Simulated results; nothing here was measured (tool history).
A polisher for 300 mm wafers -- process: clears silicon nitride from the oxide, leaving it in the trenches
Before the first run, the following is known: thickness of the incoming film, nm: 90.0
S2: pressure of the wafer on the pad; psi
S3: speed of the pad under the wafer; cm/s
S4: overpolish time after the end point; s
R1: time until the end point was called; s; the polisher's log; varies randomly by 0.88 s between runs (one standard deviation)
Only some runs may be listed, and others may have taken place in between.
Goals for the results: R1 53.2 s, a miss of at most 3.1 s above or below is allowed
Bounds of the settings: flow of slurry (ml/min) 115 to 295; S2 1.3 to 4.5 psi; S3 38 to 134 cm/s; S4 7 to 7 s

{"run": 1, "day": 0.0, "flow of slurry (ml/min)": 190, "S2": 2.9, "S3": 86, "S4": 7, "R1": 83.784}
{"run": 2, "day": 0.35, "flow of slurry (ml/min)": 190, "S2": 2.9, "S3": 104, "S4": 7, "R1": 67.167}
{"run": 3, "day": 0.575, "flow of slurry (ml/min)": 190, "S2": 3, "S3": 104, "S4": 7, "R1": 66.368}
{"run": 4, "day": 0.746, "flow of slurry (ml/min)": 190, "S2": 3.1, "S3": 104, "S4": 7, "R1": 64.427}
{"run": 5, "day": 0.85, "flow of slurry (ml/min)": 190, "S2": 3.1, "S3": 82, "S4": 7, "R1": 84.769}
{"run": 6, "day": 0.896, "flow of slurry (ml/min)": 190, "S2": 3.4, "S3": 84, "S4": 7, "R1": 71.755}
{"run": 7, "day": 1.042, "flow of slurry (ml/min)": 190, "S2": 3.6, "S3": 84, "S4": 7, "R1": 68.692}
{"run": 8, "day": 1.092, "flow of slurry (ml/min)": 190, "S2": 3.6, "S3": 84, "S4": 7, "R1": 71.578}
{"run": 9, "day": 1.154, "flow of slurry (ml/min)": 190, "S2": 3.8, "S3": 86, "S4": 7, "R1": 64.8}
{"run": 10, "day": 1.283, "flow of slurry (ml/min)": 190, "S2": 3.9, "S3": 86, "S4": 7, "R1": 63.408}
{"run": 11, "day": 1.6, "flow of slurry (ml/min)": 190, "S2": 4, "S3": 86, "S4": 7, "R1": 62.249}

Exercise: of the 4 proposed moves below, exactly one satisfies all targets within the stated allowed misses. Which move is it?
{"run": "A", "day": 1.917, "flow of slurry (ml/min)": 205, "S2": 4.2, "S3": 84, "S4": 7, "R1": "?"}
{"run": "B", "day": 1.917, "flow of slurry (ml/min)": 170, "S2": 4.4, "S3": 78, "S4": 7, "R1": "?"}
{"run": "C", "day": 1.917, "flow of slurry (ml/min)": 135, "S2": 4.5, "S3": 94, "S4": 7, "R1": "?"}
{"run": "D", "day": 1.917, "flow of slurry (ml/min)": 195, "S2": 3.7, "S3": 96, "S4": 7, "R1": "?"}

move=A R1=59.736
move=B R1=63.124
move=C R1=53.924
move=D R1=59.819
A: closes in on the targets versus the last run, not all within tolerance yet
B: further off than the last run
C: all results in spec
D: closes in on the targets versus the last run, not all within tolerance yet
Answer: C

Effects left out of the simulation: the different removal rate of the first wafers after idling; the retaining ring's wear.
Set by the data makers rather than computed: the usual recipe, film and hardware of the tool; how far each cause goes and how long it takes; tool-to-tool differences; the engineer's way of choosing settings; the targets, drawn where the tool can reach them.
